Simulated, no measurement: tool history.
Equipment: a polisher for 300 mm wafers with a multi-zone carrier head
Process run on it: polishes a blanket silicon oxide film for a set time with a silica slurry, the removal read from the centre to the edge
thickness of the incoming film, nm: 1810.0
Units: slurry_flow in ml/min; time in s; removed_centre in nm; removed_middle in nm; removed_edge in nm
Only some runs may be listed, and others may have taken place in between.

| run | hour | slurry_flow | centre_zone | middle_zone | edge_zone | slurry_solids | time | removed_centre | removed_middle | removed_edge |
|---|---|---|---|---|---|---|---|---|---|---|
| 1 | 0 | 175 | 1 | 1 | 1 | 1 | 75 | 316.43 | 319.05 | 330.14 |
| 2 | 4.6 | 175 | 1 | 1.05 | 1 | 1 | 75 | 314.72 | 341.7 | 329.92 |
| 3 | 10.3 | 185 | 1.02 | 1.08 | 1.02 | 1.1 | 75 | 342.56 | 371.56 | 355.55 |
| 4 | 18 | 195 | 1.02 | 1.1 | 1.02 | 1.15 | 75 | 363.08 | 393.74 | 369.61 |
| 5 | 24.7 | 205 | 1.01 | 1.12 | 1.01 | 1.2 | 75 | 373.43 | 412.34 | 372.86 |
| 6 | 25.6 | 205 | 1.01 | 1.12 | 1.01 | 1.2 | 62 | 299.92 | 342.13 | 309.66 |
| 7 | 30.5 | 215 | 1.01 | 1.13 | 1.01 | 1.25 | 65 | 321.71 | 367.56 | 329.67 |
| 8 | 32.8 | 220 | 1.01 | 1.14 | 1.01 | 1.3 | 68 | 347.62 | 401.8 | 353.23 |
| 9 | 39.4 | 220 | 1.01 | 1.14 | 1.01 | 1.3 | 68 | 343.39 | 396.33 | 352.56 |
| 10 | 40.9 | 225 | 1.01 | 1.15 | 1.01 | 1.35 | 70 | 371.84 | 430.82 | 375.97 |
| 11 | 48.2 | 230 | 1.01 | 1.16 | 1.02 | 1.4 | 71 | 382.33 | 428.99 | 381.28 |
| 12 | 55.6 | 230 | 1 | 1.17 | 1.01 | 1.4 | 73 | 382.92 | 452.44 | 396.63 |
| 13 | 62.9 | 235 | 1 | 1.17 | 1 | 1.4 | 74 | 393.74 | 468.57 | 398.67 |
| 14 | 68.4 | 240 | 1 | 1.17 | 1 | 1.4 | 75 | 398.69 | 469.13 | 396.92 |
| 15 | 69.6 | 240 | 1 | 1.17 | 1 | 1.4 | 76 | 390.33 | 470.69 | 407.71 |
| 16 | 73 | 240 | 1 | 1.17 | 1 | 1.4 | 76 | 395.64 | 475.7 | 415.9 |
| 17 | 74 | 240 | 1.01 | 1.17 | 0.99 | 1.4 | 77 | 421.12 | 479.58 | 412.12 |

Expected results for the next run?
| 18 | 79.2 | 240 | 1.01 | 1.17 | 0.99 | 1.4 | 78 | ? | ? | ? |

removed_centre: 421.8 nm
removed_middle: 491.03 nm
removed_edge: 422.76 nm
